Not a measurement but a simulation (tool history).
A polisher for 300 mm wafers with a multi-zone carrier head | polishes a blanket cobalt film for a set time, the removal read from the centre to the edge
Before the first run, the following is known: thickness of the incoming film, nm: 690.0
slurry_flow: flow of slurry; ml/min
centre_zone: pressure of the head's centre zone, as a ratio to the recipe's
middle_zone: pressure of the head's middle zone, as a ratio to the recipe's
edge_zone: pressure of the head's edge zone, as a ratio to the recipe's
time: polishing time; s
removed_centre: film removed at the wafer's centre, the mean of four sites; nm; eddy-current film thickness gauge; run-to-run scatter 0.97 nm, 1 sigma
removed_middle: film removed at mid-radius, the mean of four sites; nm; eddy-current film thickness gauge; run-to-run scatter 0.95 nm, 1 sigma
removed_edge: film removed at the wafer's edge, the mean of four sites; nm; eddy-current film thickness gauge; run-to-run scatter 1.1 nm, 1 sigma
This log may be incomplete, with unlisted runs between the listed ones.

run,hour,slurry_flow,centre_zone,middle_zone,edge_zone,time,removed_centre,removed_middle,removed_edge
1,0,225,1,1,1,41,171.55,171.07,174.84
2,8.3,280,1,1,1,41,175.94,177.36,178.69
3,15.3,265,0.96,0.99,0.95,39,162.05,167.24,163.99
4,19.8,265,0.96,0.99,0.91,39,161.54,163.65,160.26
5,25.3,285,0.96,0.99,0.91,39,162.35,169.17,160.87
6,32.8,260,0.92,0.98,0.88,38,150.4,160.34,153.76

What does the tool deliver on the next run?
7,35.4,240,0.9,0.98,0.86,38,?,?,?

removed_centre: 148.52 nm
removed_middle: 159.62 nm
removed_edge: 152.5 nm
